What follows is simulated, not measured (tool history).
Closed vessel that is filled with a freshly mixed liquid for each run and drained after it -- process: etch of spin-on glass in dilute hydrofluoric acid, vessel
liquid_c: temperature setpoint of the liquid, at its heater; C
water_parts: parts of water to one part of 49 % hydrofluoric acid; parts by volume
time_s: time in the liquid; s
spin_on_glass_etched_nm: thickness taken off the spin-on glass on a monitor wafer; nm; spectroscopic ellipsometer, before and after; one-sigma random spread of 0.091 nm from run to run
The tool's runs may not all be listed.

run	hour	liquid_c	water_parts	time_s	spin_on_glass_etched_nm
1	0	26	200	100	15.931
2	2.8	25	205	100	14.815
3	6	24	205	100	14.285
4	9	24	240	100	11.869
5	18	23.5	240	100	11.562
6	22.5	23.5	240	100	11.589

Run 7 has not been measured yet. What should we expect?
7	29.1	23.5	240	100	?

spin_on_glass_etched_nm: 11.674 nm
